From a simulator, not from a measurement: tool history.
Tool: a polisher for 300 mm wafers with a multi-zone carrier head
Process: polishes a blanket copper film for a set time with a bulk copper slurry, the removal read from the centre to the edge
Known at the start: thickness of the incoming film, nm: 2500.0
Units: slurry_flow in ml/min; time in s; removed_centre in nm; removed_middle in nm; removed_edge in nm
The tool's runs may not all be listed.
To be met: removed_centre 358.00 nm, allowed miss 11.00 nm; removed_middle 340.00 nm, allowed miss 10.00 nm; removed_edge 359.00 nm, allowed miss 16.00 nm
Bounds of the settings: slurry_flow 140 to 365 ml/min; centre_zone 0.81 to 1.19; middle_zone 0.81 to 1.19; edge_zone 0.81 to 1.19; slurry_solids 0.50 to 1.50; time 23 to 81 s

run	day	slurry_flow	centre_zone	middle_zone	edge_zone	slurry_solids	time	removed_centre	removed_middle	removed_edge
1	0.000	235	1.00	1.00	1.00	1.00	52	549.20	544.96	549.83
2	0.312	230	0.99	0.98	0.98	0.95	50	504.68	512.96	520.37
3	0.679	230	1.03	0.98	0.98	0.95	50	533.95	517.56	527.89
4	0.779	230	1.03	0.98	0.98	1.05	50	548.24	519.89	535.82
5	1.054	230	1.03	1.02	0.98	1.05	50	539.86	538.17	533.80
6	1.121	250	1.03	1.02	0.98	1.05	50	539.52	538.19	541.63
7	1.262	250	1.03	1.02	0.98	1.05	50	550.97	538.13	537.53
8	1.512	260	1.03	1.00	0.97	1.00	48	531.06	509.33	513.94
9	1.704	260	1.03	1.00	0.97	1.00	48	523.93	511.29	503.85

Which of these 4 next moves meets every target?
A	1.896	265	1.07	1.12	0.81	0.80	71	?	?	?
B	1.896	215	1.02	0.95	0.98	0.85	35	?	?	?
C	1.896	270	1.19	0.81	1.09	1.10	35	?	?	?
D	1.896	240	0.84	0.97	1.19	1.25	63	?	?	?

move	removed_centre	removed_middle	removed_edge
A	783.30	803.37	673.25
B	359.81	340.86	358.80
C	453.77	324.14	404.89
D	579.60	678.01	770.15
A: further off than the last run
B: meets every target
C: takes the result that was furthest off past its target
D: further off than the last run
The right move is B.

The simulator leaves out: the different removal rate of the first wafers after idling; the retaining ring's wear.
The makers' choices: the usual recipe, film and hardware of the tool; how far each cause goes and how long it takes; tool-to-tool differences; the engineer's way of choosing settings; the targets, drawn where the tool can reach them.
